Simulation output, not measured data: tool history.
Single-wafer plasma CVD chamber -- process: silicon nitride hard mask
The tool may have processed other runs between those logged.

run  hour  heater temperature setpoint (deg C)  chamber pressure (Torr)  RF power (W)  deposition time (s)  mean film thickness on the monitor wafer (Å)
  1   0.0                                  400                     1.57           385                 51.5                                        739.47
  2   1.7                                  395                     1.57           385                 51.5                                        738.65
  3   7.2                                  395                     1.51           380                 51.5                                        726.94
  4  12.2                                  395                     1.46           375                 51.5                                        712.27
  5  13.0                                  395                     1.42           375                 51.5                                        698.56
  6  21.4                                  395                     1.40           375                 51.5                                        696.18
     28.1  -- thermocouple changed; heater temperature recalibrated
  7  28.1                                  395                     1.40           375                 51.5                                        700.22

For run 8, what comes out?
  8  34.6                                  395                     1.37           375                 51.5                                             ?

{"run 8": {"mean film thickness on the monitor wafer (Å)": 696.94}}

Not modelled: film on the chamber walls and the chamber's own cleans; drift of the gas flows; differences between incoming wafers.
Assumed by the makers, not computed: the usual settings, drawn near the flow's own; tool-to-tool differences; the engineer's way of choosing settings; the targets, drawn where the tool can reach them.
